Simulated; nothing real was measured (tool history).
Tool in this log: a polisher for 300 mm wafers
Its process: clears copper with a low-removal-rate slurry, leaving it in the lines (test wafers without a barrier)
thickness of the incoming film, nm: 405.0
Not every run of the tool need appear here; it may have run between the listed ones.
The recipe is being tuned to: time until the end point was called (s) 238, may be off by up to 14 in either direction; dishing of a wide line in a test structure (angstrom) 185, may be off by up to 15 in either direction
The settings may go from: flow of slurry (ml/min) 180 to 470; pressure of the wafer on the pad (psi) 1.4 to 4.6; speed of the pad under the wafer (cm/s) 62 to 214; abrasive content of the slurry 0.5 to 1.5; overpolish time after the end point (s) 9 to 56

| run | hour | flow of slurry (ml/min) | pressure of the wafer on the pad (psi) | speed of the pad under the wafer (cm/s) | abrasive content of the slurry | overpolish time after the end point (s) | time until the end point was called (s) | dishing of a wide line in a test structure (angstrom) |
|---|---|---|---|---|---|---|---|---|
| 1 | 0 | 300 | 3 | 138 | 1 | 29 | 108.7 | 310.72 |
| 2 | 6.4 | 300 | 3 | 122 | 1 | 29 | 127.67 | 295.47 |
| 3 | 11.2 | 300 | 3 | 122 | 1 | 35 | 122.35 | 319.25 |
| 4 | 13.5 | 305 | 2.8 | 118 | 1 | 31 | 136.94 | 297.74 |
| 5 | 19.6 | 245 | 2.8 | 118 | 1 | 31 | 140.64 | 307.89 |
| 6 | 25.9 | 275 | 2.6 | 114 | 1 | 28 | 154.22 | 284.3 |
| 7 | 33.5 | 360 | 1.8 | 102 | 1 | 14 | 235.13 | 154.72 |
| 8 | 37.4 | 360 | 1.8 | 102 | 1 | 14 | 234.43 | 156.44 |
| 9 | 39.2 | 360 | 1.8 | 102 | 1 | 14 | 228.32 | 159.69 |

Below are 4 possible settings for the next run. Only one of them brings all results inside the allowed miss of their targets. Which is it?
| A | 41 | 285 | 2 | 66 | 1.2 | 17 | ? | ? |
| B | 41 | 290 | 1.9 | 98 | 0.95 | 17 | ? | ? |
| C | 41 | 255 | 1.8 | 116 | 1.1 | 24 | ? | ? |
| D | 41 | 425 | 2.5 | 78 | 0.9 | 17 | ? | ? |

| move | time until the end point was called (s) | dishing of a wide line in a test structure (angstrom) |
|---|---|---|
| A | 286.08 | 161.91 |
| B | 237.55 | 183.3 |
| C | 211.71 | 237.88 |
| D | 215.3 | 196.4 |
A: moves away from the targets compared with the last run
B: each result inside its tolerance
C: pushes the last run's worst result past its target
D: gets the furthest-off result to its target, but another result is out of tolerance
Answer: B
